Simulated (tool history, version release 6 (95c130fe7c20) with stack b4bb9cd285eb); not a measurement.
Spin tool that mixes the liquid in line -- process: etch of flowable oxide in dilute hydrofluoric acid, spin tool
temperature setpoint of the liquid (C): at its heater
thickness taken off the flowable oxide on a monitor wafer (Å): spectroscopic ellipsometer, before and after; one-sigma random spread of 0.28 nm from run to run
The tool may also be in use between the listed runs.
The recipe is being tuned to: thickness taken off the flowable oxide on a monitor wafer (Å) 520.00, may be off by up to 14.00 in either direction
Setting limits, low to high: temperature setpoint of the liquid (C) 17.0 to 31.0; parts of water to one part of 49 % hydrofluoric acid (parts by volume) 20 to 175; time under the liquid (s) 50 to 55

run,hour,temperature setpoint of the liquid (C),parts of water to one part of 49 % hydrofluoric acid (parts by volume),time under the liquid (s),thickness taken off the flowable oxide on a monitor wafer (Å)
1,0.0,23.0,95,50,180.23
2,4.8,24.0,85,50,212.13
3,12.4,24.0,70,50,262.47
4,16.8,25.0,65,50,296.15
5,17.7,25.0,65,50,295.37
6,26.0,27.0,65,50,316.76
7,28.5,27.5,60,50,356.83
8,29.4,28.0,60,50,361.26
9,33.1,28.5,60,50,371.71
10,36.7,29.0,60,50,381.54
11,43.8,30.0,50,50,478.97
12,48.0,30.5,50,50,486.04
13,49.1,31.0,45,50,557.66
14,57.2,30.5,45,50,548.39
15,65.5,30.0,45,50,536.35

4 candidate next runs follow, results not yet known. Just one meets every target within its allowed miss. Identify it.
A,73.8,31.0,50,55,?
B,73.8,28.5,45,55,?
C,73.8,29.5,50,55,?
D,73.8,30.5,45,50,?

move,thickness taken off the flowable oxide on a monitor wafer (Å)
A,545.97
B,553.95
C,514.82
D,545.08
A: lands further from the targets than the last run did
B: lands further from the targets than the last run did
C: hits every target within its allowed miss
D: lands further from the targets than the last run did
Correct choice: C, which meets every target
